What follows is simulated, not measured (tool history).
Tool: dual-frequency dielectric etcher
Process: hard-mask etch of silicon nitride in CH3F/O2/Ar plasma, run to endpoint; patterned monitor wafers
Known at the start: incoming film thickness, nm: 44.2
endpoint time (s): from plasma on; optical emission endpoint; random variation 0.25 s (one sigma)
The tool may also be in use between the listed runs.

run 1 day=0 | source_power_(kW)=0.53 bias_power_(kW)=0.076 | endpoint_time_(s)=49.226
run 2 day=0.204 | source_power_(kW)=0.6 bias_power_(kW)=0.076 | endpoint_time_(s)=46.307
run 3 day=0.371 | source_power_(kW)=0.51 bias_power_(kW)=0.076 | endpoint_time_(s)=50.816
run 4 day=0.612 | source_power_(kW)=0.56 bias_power_(kW)=0.076 | endpoint_time_(s)=48.618
run 5 day=0.642 | source_power_(kW)=0.56 bias_power_(kW)=0.068 | endpoint_time_(s)=51.306
run 6 day=0.812 | source_power_(kW)=0.61 bias_power_(kW)=0.07 | endpoint_time_(s)=47.306
run 7 day=1.154 | source_power_(kW)=0.64 bias_power_(kW)=0.071 | endpoint_time_(s)=46.027
run 8 day=1.262 | source_power_(kW)=0.66 bias_power_(kW)=0.071 | endpoint_time_(s)=45.643
run 9 day=1.346 | source_power_(kW)=0.68 bias_power_(kW)=0.072 | endpoint_time_(s)=44.715

Run 10 comes next. What will it give?
run 10 day=1.579 | source_power_(kW)=0.7 bias_power_(kW)=0.073 | endpoint_time_(s)=?

{"run 10": {"endpoint time (s)": 43.834}}

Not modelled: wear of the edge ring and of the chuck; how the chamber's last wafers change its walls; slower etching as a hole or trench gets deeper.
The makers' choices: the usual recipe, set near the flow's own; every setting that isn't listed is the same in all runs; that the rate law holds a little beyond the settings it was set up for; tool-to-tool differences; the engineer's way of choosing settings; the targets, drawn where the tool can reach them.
